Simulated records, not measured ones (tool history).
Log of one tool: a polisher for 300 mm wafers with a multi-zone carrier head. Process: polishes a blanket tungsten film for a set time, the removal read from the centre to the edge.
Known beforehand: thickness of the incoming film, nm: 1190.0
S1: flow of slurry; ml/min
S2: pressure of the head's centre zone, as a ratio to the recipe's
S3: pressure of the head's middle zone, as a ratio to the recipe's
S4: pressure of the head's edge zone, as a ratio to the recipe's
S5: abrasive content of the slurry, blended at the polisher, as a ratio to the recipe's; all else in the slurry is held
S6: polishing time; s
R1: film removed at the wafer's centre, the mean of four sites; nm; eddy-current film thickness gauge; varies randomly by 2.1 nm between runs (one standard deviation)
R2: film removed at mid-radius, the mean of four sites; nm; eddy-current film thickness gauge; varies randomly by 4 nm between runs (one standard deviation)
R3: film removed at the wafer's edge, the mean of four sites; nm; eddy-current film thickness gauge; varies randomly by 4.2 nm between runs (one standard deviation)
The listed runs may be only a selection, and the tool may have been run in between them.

Run 1, hour 0: S1 180 ml/min, S2 1, S3 1, S4 1, S5 1, S6 65 s. Result: R1 363.93 nm, R2 368.43 nm, R3 375.18 nm.
Run 2, hour 6.5: S1 165 ml/min, S2 1, S3 1, S4 1, S5 1, S6 65 s. Result: R1 359.13 nm, R2 359.17 nm, R3 367.54 nm.
Run 3, hour 8.4: S1 165 ml/min, S2 1, S3 1, S4 1, S5 1, S6 53 s. Result: R1 296.65 nm, R2 299.77 nm, R3 288.22 nm.
Run 4, hour 15.5: S1 185 ml/min, S2 1, S3 1, S4 1, S5 1, S6 53 s. Result: R1 304.7 nm, R2 293.11 nm, R3 301.28 nm.
Run 5, hour 21.7: S1 190 ml/min, S2 1, S3 1.01, S4 1, S5 1, S6 53 s. Result: R1 300.98 nm, R2 304.36 nm, R3 298.68 nm.
Run 6, hour 23.2: S1 190 ml/min, S2 1.08, S3 1.01, S4 1, S5 1, S6 53 s. Result: R1 322.78 nm, R2 303.36 nm, R3 296.59 nm.

Estimate the outcome of run 7 from the log above:
Run 7, hour 29.4: S1 195 ml/min, S2 1.08, S3 1.01, S4 1.01, S5 1, S6 53 s. Result: R1 ?, R2 ?, R3 ?.

Logged for run 7: R1 323.31 nm, R2 301.41 nm, R3 305.44 nm.
